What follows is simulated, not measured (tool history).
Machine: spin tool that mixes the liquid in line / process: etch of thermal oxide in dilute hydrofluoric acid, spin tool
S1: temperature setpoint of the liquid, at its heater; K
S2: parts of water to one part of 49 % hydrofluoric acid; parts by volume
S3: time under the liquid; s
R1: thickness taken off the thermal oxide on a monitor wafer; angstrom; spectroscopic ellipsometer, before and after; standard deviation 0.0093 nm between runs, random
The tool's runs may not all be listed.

{"run": 1, "day": 0.0, "S1": 298.15, "S2": 220, "S3": 80, "R1": 16.532}
{"run": 2, "day": 0.271, "S1": 296.15, "S2": 230, "S3": 80, "R1": 14.348}
{"run": 3, "day": 0.421, "S1": 294.65, "S2": 235, "S3": 80, "R1": 13.341}
{"run": 4, "day": 0.608, "S1": 293.65, "S2": 240, "S3": 80, "R1": 12.572}
{"run": 5, "day": 0.825, "S1": 293.65, "S2": 240, "S3": 80, "R1": 12.899}
{"run": 6, "day": 1.004, "S1": 293.15, "S2": 250, "S3": 80, "R1": 11.898}
{"run": 7, "day": 1.275, "S1": 292.65, "S2": 255, "S3": 80, "R1": 11.447}
{"run": 8, "day": 1.554, "S1": 292.15, "S2": 260, "S3": 80, "R1": 10.852}
{"run": 9, "day": 1.742, "S1": 292.15, "S2": 260, "S3": 80, "R1": 10.905}

Run 10 has not been measured yet. What should we expect?
{"run": 10, "day": 1.942, "S1": 292.15, "S2": 260, "S3": 80, "R1": "?"}

Run 10 yielded R1 10.756 angstrom.
